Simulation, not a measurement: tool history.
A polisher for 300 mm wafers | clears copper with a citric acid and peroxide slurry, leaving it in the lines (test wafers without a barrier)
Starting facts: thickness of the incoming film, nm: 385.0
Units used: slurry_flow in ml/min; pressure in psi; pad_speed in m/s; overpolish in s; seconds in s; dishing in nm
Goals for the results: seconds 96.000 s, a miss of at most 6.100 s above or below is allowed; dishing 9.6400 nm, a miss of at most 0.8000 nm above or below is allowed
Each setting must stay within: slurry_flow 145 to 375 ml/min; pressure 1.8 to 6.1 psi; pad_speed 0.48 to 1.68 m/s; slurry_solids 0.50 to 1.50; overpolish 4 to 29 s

run	hour	slurry_flow	pressure	pad_speed	slurry_solids	overpolish	seconds	dishing
1	0.0	240	3.9	1.08	1.00	15	124.320	12.5720
2	5.4	240	3.9	1.20	1.00	15	117.370	13.1560
3	7.9	255	4.4	1.02	1.05	12	111.400	12.6420
4	13.1	210	4.4	1.02	1.05	12	116.560	12.4780
5	19.2	210	4.4	1.26	1.05	12	98.299	12.8330
6	21.6	195	4.5	1.24	1.10	10	96.215	12.3600
# hour 23.6: slurry blender recalibrated
7	23.6	185	4.4	1.26	1.20	9	89.074	12.3740
8	28.3	175	4.1	1.26	1.25	8	98.155	11.7290
9	31.7	170	3.9	1.30	1.30	7	104.150	10.5590

Below are 4 possible settings for the next run. Only one of them brings all results inside the allowed miss of their targets. Which is it?
A	35.1	180	4.1	1.28	1.30	5	?	?
B	35.1	210	3.8	1.18	1.20	9	?	?
C	35.1	145	4.4	1.48	1.05	13	?	?
D	35.1	220	3.6	1.32	1.20	8	?	?

move	seconds	dishing
A	98.593	9.1135
B	112.040	11.0590
C	90.152	12.5430
D	108.840	10.7100
A: every result lands within tolerance
B: lands further from the targets than the last run did
C: meets the target for the result that was furthest off, but another lies outside its allowed miss
D: lands further from the targets than the last run did
The right move is A.
